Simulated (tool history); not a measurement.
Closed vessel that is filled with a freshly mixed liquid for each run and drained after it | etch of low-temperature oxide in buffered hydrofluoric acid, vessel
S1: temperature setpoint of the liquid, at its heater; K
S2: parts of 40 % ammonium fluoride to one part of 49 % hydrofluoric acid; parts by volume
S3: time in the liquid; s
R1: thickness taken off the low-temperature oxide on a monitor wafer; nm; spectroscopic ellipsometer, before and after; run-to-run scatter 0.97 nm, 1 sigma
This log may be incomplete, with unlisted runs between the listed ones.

run,day,S1,S2,S3,R1
1,0,296.15,18.5,30,46.538
2,0.088,298.65,16,30,63.137
3,0.188,298.65,16,30,62.228
4,0.521,300.15,15,30,72.313
5,0.812,300.15,17.5,30,62.247
6,1.162,300.15,15,30,73.32
7,1.204,304.15,12,30,111.73

Run 8 comes next. What will it give?
8,1.475,304.15,12,30,?

{"run 8": {"R1": 112.62}}
